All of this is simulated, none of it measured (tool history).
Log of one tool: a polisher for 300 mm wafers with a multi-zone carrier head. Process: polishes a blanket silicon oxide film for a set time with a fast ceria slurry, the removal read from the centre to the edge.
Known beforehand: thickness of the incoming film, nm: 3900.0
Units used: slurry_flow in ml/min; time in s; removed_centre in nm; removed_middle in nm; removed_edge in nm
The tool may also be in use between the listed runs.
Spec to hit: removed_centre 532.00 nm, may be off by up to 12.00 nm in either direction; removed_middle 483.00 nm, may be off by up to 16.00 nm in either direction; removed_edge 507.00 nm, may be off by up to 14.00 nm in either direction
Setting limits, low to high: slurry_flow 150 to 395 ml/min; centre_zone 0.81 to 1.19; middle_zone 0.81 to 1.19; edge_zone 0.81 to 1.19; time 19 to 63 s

run,hour,slurry_flow,centre_zone,middle_zone,edge_zone,time,removed_centre,removed_middle,removed_edge
1,0.0,250,1.00,1.00,1.00,41,774.41,740.95,770.17
2,0.9,250,1.00,1.00,1.00,33,621.57,603.78,621.89
3,2.0,250,1.00,1.00,1.00,42,790.97,758.44,792.68
4,8.4,250,1.00,1.00,1.07,42,784.67,758.96,811.30
5,13.5,250,1.00,1.09,1.07,42,798.59,820.23,809.28
6,15.1,250,1.00,1.05,1.02,38,718.71,715.89,714.45
7,20.6,240,0.97,0.95,0.92,27,493.03,469.67,478.54
8,24.0,240,0.97,0.95,0.92,27,490.72,464.40,478.63
9,32.0,260,0.98,0.95,0.93,27,500.97,472.60,488.82

5 candidate next runs follow, results not yet known. Just one meets every target within its allowed miss. Identify it.
A,40.0,270,1.04,1.02,0.89,27,?,?,?
B,40.0,280,0.92,0.96,1.04,26,?,?,?
C,40.0,360,1.05,0.99,1.05,26,?,?,?
D,40.0,230,0.91,0.96,0.90,28,?,?,?
E,40.0,230,0.95,0.93,0.92,28,?,?,?

move,removed_centre,removed_middle,removed_edge
A,535.16,501.15,482.14
B,457.35,460.65,501.84
C,536.97,484.08,513.56
D,473.91,484.09,495.21
E,494.81,471.29,500.44
A: brings the result that was furthest off to its target, and leaves another outside
B: further off than the last run
C: in spec on every target
D: further off than the last run
E: further off than the last run
The move that meets every target is C.

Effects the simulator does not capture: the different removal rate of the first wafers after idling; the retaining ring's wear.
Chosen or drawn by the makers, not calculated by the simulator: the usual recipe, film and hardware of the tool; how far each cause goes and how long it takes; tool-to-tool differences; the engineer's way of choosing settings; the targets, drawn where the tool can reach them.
